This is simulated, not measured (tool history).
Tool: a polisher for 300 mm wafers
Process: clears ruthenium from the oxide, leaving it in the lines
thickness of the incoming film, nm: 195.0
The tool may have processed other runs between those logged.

run,hour,flow of slurry (ml/min),pressure of the wafer on the pad (kPa),speed of the pad under the wafer (m/s),overpolish time after the end point (s),time until the end point was called (s)
1,0,225,17.2,1.16,14,116.91
2,3.3,220,14.5,1.04,14,152.28
3,9.5,215,12.4,0.96,14,189
4,10.5,215,12.4,0.96,14,188.89
5,11.9,215,13.8,0.96,14,173.27
6,16.3,215,13.8,1.14,14,148
7,21.2,210,12.4,1.04,14,176.32

What will run 8 give?
8,24.8,205,11,0.98,14,?

Logged for run 8: time until the end point was called (s) 205.1.
